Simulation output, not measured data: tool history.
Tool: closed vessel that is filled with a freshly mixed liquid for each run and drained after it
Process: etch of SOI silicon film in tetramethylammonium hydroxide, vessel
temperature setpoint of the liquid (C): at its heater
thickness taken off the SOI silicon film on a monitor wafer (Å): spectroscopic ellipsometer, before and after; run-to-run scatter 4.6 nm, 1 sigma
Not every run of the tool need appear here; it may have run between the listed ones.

run,hour,temperature setpoint of the liquid (C),concentration of hydroxide in the mixed liquid (% by weight),time in the liquid (s),thickness taken off the SOI silicon film on a monitor wafer (Å)
1,0,69,8,100,6688.8
2,4.7,68.5,8,100,6615
3,7.6,68.5,7.5,100,6699.4
4,10.1,68.5,8,100,6561.5
5,17.5,68.5,8,105,6905.6
6,25.1,68,8,105,6765.6
7,28.8,67.5,8,105,6599.3
8,35.4,67,8,105,6399.2
# hour 36: thermometer replaced
9,36,67,8,105,6663.5
10,38.1,66.5,8,105,6476.7
11,39.1,66,8,105,6362.8
12,45.5,65.5,8,105,6103.6
13,49.2,65,8,105,5899.9
14,56.3,64.5,8,105,5867.1
15,58.5,64,8,105,5606.1

Forecast run 16:
16,59.8,63,8,105,?

thickness taken off the SOI silicon film on a monitor wafer (Å): 5265
